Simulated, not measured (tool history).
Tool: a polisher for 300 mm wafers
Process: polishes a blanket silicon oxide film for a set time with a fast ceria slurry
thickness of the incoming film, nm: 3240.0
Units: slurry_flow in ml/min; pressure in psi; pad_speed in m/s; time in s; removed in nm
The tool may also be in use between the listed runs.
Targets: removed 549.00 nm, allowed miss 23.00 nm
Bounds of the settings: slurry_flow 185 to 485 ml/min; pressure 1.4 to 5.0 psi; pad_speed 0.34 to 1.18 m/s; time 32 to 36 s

{"run": 1, "hour": 0.0, "slurry_flow": 310, "pressure": 3.2, "pad_speed": 0.76, "time": 36, "removed": 393.58}
{"run": 2, "hour": 4.2, "slurry_flow": 310, "pressure": 3.3, "pad_speed": 0.76, "time": 36, "removed": 398.69}
{"run": 3, "hour": 9.6, "slurry_flow": 310, "pressure": 3.3, "pad_speed": 0.6, "time": 36, "removed": 341.54}
{"run": 4, "hour": 14.4, "slurry_flow": 310, "pressure": 3.3, "pad_speed": 0.6, "time": 32, "removed": 292.89}
{"run": 5, "hour": 21.2, "slurry_flow": 310, "pressure": 3.5, "pad_speed": 0.62, "time": 32, "removed": 321.01}
{"run": 6, "hour": 29.9, "slurry_flow": 310, "pressure": 3.5, "pad_speed": 0.5, "time": 32, "removed": 278.4}
{"run": 7, "hour": 37.8, "slurry_flow": 310, "pressure": 3.7, "pad_speed": 0.54, "time": 32, "removed": 310.05}
{"run": 8, "hour": 39.0, "slurry_flow": 310, "pressure": 3.9, "pad_speed": 0.56, "time": 32, "removed": 330.06}
{"run": 9, "hour": 40.3, "slurry_flow": 310, "pressure": 4.8, "pad_speed": 0.76, "time": 33, "removed": 500.08}
{"run": 10, "hour": 47.2, "slurry_flow": 310, "pressure": 4.9, "pad_speed": 0.78, "time": 33, "removed": 514.72}

5 next moves are on the table. One of them brings every result within its allowed miss. Which?
{"run": "A", "hour": 54.1, "slurry_flow": 300, "pressure": 4.5, "pad_speed": 0.78, "time": 34, "removed": "?"}
{"run": "B", "hour": 54.1, "slurry_flow": 385, "pressure": 4.0, "pad_speed": 0.88, "time": 34, "removed": "?"}
{"run": "C", "hour": 54.1, "slurry_flow": 225, "pressure": 4.6, "pad_speed": 0.86, "time": 36, "removed": "?"}
{"run": "D", "hour": 54.1, "slurry_flow": 290, "pressure": 4.5, "pad_speed": 0.8, "time": 32, "removed": "?"}
{"run": "E", "hour": 54.1, "slurry_flow": 305, "pressure": 5.0, "pad_speed": 0.78, "time": 32, "removed": "?"}

move=A removed=488.89
move=B removed=496.18
move=C removed=548.18
move=D removed=467.25
move=E removed=503.70
A: further off than the last run
B: further off than the last run
C: meets every target
D: further off than the last run
E: further off than the last run
Answer: C
